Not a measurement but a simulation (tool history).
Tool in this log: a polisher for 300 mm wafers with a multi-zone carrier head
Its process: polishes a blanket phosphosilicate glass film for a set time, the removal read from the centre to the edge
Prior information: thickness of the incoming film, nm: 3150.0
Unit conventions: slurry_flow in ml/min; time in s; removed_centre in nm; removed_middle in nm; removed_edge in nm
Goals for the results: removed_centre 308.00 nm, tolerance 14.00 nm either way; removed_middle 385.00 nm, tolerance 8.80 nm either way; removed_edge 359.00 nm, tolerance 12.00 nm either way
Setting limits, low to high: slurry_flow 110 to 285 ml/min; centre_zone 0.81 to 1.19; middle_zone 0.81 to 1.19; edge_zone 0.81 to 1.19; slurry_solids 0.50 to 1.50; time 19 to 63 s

Run 1, hour 0.0: slurry_flow 180 ml/min, centre_zone 1.00, middle_zone 1.00, edge_zone 1.00, slurry_solids 1.00, time 41 s. Result: removed_centre 436.65 nm, removed_middle 459.63 nm, removed_edge 446.60 nm.
Run 2, hour 1.6: slurry_flow 180 ml/min, centre_zone 1.06, middle_zone 1.00, edge_zone 1.00, slurry_solids 1.00, time 41 s. Result: removed_centre 476.26 nm, removed_middle 452.19 nm, removed_edge 452.36 nm.
Run 3, hour 7.2: slurry_flow 175 ml/min, centre_zone 1.02, middle_zone 0.98, edge_zone 0.98, slurry_solids 0.95, time 41 s. Result: removed_centre 438.92 nm, removed_middle 429.58 nm, removed_edge 429.34 nm.
Run 4, hour 15.2: slurry_flow 210 ml/min, centre_zone 1.02, middle_zone 0.98, edge_zone 0.98, slurry_solids 0.95, time 41 s. Result: removed_centre 459.52 nm, removed_middle 445.95 nm, removed_edge 438.23 nm.
Run 5, hour 23.8: slurry_flow 200 ml/min, centre_zone 0.98, middle_zone 0.97, edge_zone 0.96, slurry_solids 0.95, time 41 s. Result: removed_centre 427.08 nm, removed_middle 438.31 nm, removed_edge 423.74 nm.
Run 6, hour 27.0: slurry_flow 190 ml/min, centre_zone 0.95, middle_zone 0.96, edge_zone 0.94, slurry_solids 0.95, time 41 s. Result: removed_centre 409.16 nm, removed_middle 431.54 nm, removed_edge 423.26 nm.
Run 7, hour 30.9: slurry_flow 185 ml/min, centre_zone 0.93, middle_zone 0.96, edge_zone 0.92, slurry_solids 0.90, time 41 s. Result: removed_centre 387.21 nm, removed_middle 410.01 nm, removed_edge 394.62 nm.
Run 8, hour 39.7: slurry_flow 175 ml/min, centre_zone 0.91, middle_zone 0.96, edge_zone 0.91, slurry_solids 0.90, time 41 s. Result: removed_centre 381.56 nm, removed_middle 411.85 nm, removed_edge 392.69 nm.
Run 9, hour 47.6: slurry_flow 140 ml/min, centre_zone 0.81, middle_zone 1.01, edge_zone 0.95, slurry_solids 0.65, time 41 s. Result: removed_centre 234.72 nm, removed_middle 296.28 nm, removed_edge 285.65 nm.
Run 10, hour 48.6: slurry_flow 160 ml/min, centre_zone 0.81, middle_zone 1.01, edge_zone 0.96, slurry_solids 0.65, time 41 s. Result: removed_centre 243.73 nm, removed_middle 308.49 nm, removed_edge 294.48 nm.
Run 11, hour 51.0: slurry_flow 180 ml/min, centre_zone 0.81, middle_zone 1.01, edge_zone 0.97, slurry_solids 0.65, time 41 s. Result: removed_centre 249.56 nm, removed_middle 311.90 nm, removed_edge 296.78 nm.
Run 12, hour 55.8: slurry_flow 190 ml/min, centre_zone 0.82, middle_zone 1.02, edge_zone 0.99, slurry_solids 0.70, time 41 s. Result: removed_centre 274.80 nm, removed_middle 343.46 nm, removed_edge 326.09 nm.
Run 13, hour 59.4: slurry_flow 200 ml/min, centre_zone 0.82, middle_zone 1.02, edge_zone 1.00, slurry_solids 0.70, time 41 s. Result: removed_centre 280.32 nm, removed_middle 350.58 nm, removed_edge 335.80 nm.
Run 14, hour 65.3: slurry_flow 205 ml/min, centre_zone 0.82, middle_zone 1.02, edge_zone 1.00, slurry_solids 0.70, time 41 s. Result: removed_centre 281.19 nm, removed_middle 350.68 nm, removed_edge 336.42 nm.
Run 15, hour 67.9: slurry_flow 210 ml/min, centre_zone 0.82, middle_zone 1.02, edge_zone 1.00, slurry_solids 0.70, time 41 s. Result: removed_centre 278.46 nm, removed_middle 352.91 nm, removed_edge 336.05 nm.
Run 16, hour 75.8: slurry_flow 220 ml/min, centre_zone 0.82, middle_zone 1.02, edge_zone 1.00, slurry_solids 0.70, time 41 s. Result: removed_centre 283.31 nm, removed_middle 351.62 nm, removed_edge 335.78 nm.
Run 17, hour 81.7: slurry_flow 230 ml/min, centre_zone 0.82, middle_zone 1.03, edge_zone 1.01, slurry_solids 0.70, time 41 s. Result: removed_centre 285.51 nm, removed_middle 360.32 nm, removed_edge 346.87 nm.
Run 18, hour 86.0: slurry_flow 235 ml/min, centre_zone 0.82, middle_zone 1.03, edge_zone 1.00, slurry_solids 0.70, time 41 s. Result: removed_centre 292.62 nm, removed_middle 366.30 nm, removed_edge 341.26 nm.
Run 19, hour 89.7: slurry_flow 240 ml/min, centre_zone 0.82, middle_zone 1.03, edge_zone 1.00, slurry_solids 0.70, time 41 s. Result: removed_centre 286.73 nm, removed_middle 366.47 nm, removed_edge 342.18 nm.
Run 20, hour 91.8: slurry_flow 245 ml/min, centre_zone 0.82, middle_zone 1.03, edge_zone 1.00, slurry_solids 0.70, time 41 s. Result: removed_centre 292.09 nm, removed_middle 362.62 nm, removed_edge 343.40 nm.
Run 21, hour 95.6: slurry_flow 250 ml/min, centre_zone 0.82, middle_zone 1.04, edge_zone 1.01, slurry_solids 0.70, time 41 s. Result: removed_centre 288.70 nm, removed_middle 366.10 nm, removed_edge 350.27 nm.

Which one of the following 5 next-run settings gets every result inside its allowed miss? There is exactly one.
Run A, hour 99.4: slurry_flow 265 ml/min, centre_zone 0.82, middle_zone 1.02, edge_zone 0.97, slurry_solids 0.80, time 38 s. Result: removed_centre ?, removed_middle ?, removed_edge ?.
Run B, hour 99.4: slurry_flow 205 ml/min, centre_zone 0.81, middle_zone 1.00, edge_zone 1.09, slurry_solids 0.55, time 54 s. Result: removed_centre ?, removed_middle ?, removed_edge ?.
Run C, hour 99.4: slurry_flow 225 ml/min, centre_zone 0.88, middle_zone 1.02, edge_zone 0.85, slurry_solids 0.65, time 47 s. Result: removed_centre ?, removed_middle ?, removed_edge ?.
Run D, hour 99.4: slurry_flow 240 ml/min, centre_zone 0.81, middle_zone 1.16, edge_zone 1.06, slurry_solids 0.75, time 38 s. Result: removed_centre ?, removed_middle ?, removed_edge ?.
Run E, hour 99.4: slurry_flow 200 ml/min, centre_zone 0.91, middle_zone 1.02, edge_zone 0.98, slurry_solids 0.70, time 45 s. Result: removed_centre ?, removed_middle ?, removed_edge ?.

move  removed_centre  removed_middle  removed_edge
   A          307.15          384.59        359.86
   B          265.62          332.26        337.62
   C          320.95          376.23        332.96
   D          282.51          399.11        350.17
   E          338.76          385.07        365.68
A: all results land within tolerance of their targets
B: moves away from the targets compared with the last run
C: puts the biggest miss on target and leaves a different result outside tolerance
D: takes the biggest miss from the last run beyond its target
E: puts the biggest miss on target and leaves a different result outside tolerance
So the answer is move A, the one that meets all the targets.
